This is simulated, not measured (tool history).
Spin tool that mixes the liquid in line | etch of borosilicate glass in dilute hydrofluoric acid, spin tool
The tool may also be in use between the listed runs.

run	day	temperature setpoint of the liquid (K)	parts of water to one part of 49 % hydrofluoric acid (parts by volume)	time under the liquid (s)	thickness taken off the borosilicate glass on a monitor wafer (Å)
1	0.000	294.15	45	90	586.43
2	0.358	290.65	45	90	505.09
3	0.488	290.65	45	95	530.84
4	0.758	290.65	40	95	598.86
5	1.133	292.65	40	95	658.89
6	1.475	294.15	40	95	690.66
7	1.508	295.65	40	95	732.72
8	1.879	296.65	40	95	776.60
9	2.183	297.65	40	95	809.39
10	2.538	298.15	40	95	832.24
11	2.725	298.65	40	95	838.84

The next listed run, before its measurement:
12	3.008	301.65	40	95	?

{"run 12": {"thickness taken off the borosilicate glass on a monitor wafer (Å)": 946.8}}
